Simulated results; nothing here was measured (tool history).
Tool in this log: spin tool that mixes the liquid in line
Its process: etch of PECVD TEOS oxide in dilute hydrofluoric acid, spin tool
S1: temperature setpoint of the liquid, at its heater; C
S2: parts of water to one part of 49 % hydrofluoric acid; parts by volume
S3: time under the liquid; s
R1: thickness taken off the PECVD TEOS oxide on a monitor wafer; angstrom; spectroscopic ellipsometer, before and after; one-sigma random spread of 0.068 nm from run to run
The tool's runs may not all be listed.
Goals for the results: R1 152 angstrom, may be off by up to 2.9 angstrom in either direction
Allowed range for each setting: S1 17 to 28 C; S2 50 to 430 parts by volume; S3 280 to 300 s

run	hour	S1	S2	S3	R1
1	0	20	240	280	97.143
2	1.4	18	240	280	90.21
3	3.3	17	240	280	86.882
4	4.6	17	205	280	104.68
5	9.3	19	205	280	114.03
6	11.6	20.5	205	280	121.53
7	13.5	21.5	205	280	124.74
8	19.9	22.5	205	280	128.47
9	24	23.5	205	280	136.09
10	27.1	24	205	280	136.48
11	29.7	24.5	205	280	138.92
12	33.3	25	205	280	142.3

Which one of the following 5 next-run settings gets every result inside its allowed miss? There is exactly one.
A	36.9	24	190	300	?
B	36.9	28	225	300	?
C	36.9	27.5	200	280	?
D	36.9	27	205	290	?
E	36.9	27.5	215	280	?

move	R1
A	160.91
B	150.9
C	160.24
D	158.14
E	146.5
A: takes the biggest miss from the last run beyond its target
B: every result lands within tolerance
C: takes the biggest miss from the last run beyond its target
D: takes the biggest miss from the last run beyond its target
E: moves toward the targets from the last run without getting all of them in spec
The right move is B.

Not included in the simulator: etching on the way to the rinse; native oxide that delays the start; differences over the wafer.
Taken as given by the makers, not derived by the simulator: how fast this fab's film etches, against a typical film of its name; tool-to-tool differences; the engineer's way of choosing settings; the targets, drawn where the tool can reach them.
